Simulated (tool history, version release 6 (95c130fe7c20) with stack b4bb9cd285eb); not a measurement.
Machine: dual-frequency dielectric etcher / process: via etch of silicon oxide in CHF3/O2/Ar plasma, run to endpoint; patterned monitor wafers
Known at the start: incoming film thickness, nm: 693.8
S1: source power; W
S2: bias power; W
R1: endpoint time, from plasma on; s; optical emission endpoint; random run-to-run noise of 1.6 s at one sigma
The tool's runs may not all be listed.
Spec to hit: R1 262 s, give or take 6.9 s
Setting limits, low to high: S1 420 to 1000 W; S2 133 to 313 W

run	hour	S1	S2	R1
1	0	710	223	293.67
2	0.6	620	223	302.46
3	3.7	680	235	291.82
4	5.1	730	244	276.9
5	7.3	730	214	298.8
6	15.4	770	224	286.46
7	22.7	810	229	282.59
8	24.7	950	259	256

Which one of the following 4 next-run settings gets every result inside its allowed miss? There is exactly one.
A	26.7	1000	267	?
B	26.7	930	242	?
C	26.7	900	301	?
D	26.7	1000	276	?

move	R1
A	249.73
B	266.25
C	243.12
D	246
A: the biggest miss grows against the last run
B: all results land within tolerance of their targets
C: the biggest miss grows against the last run
D: the biggest miss grows against the last run
B is the move that brings every result within its allowed miss.

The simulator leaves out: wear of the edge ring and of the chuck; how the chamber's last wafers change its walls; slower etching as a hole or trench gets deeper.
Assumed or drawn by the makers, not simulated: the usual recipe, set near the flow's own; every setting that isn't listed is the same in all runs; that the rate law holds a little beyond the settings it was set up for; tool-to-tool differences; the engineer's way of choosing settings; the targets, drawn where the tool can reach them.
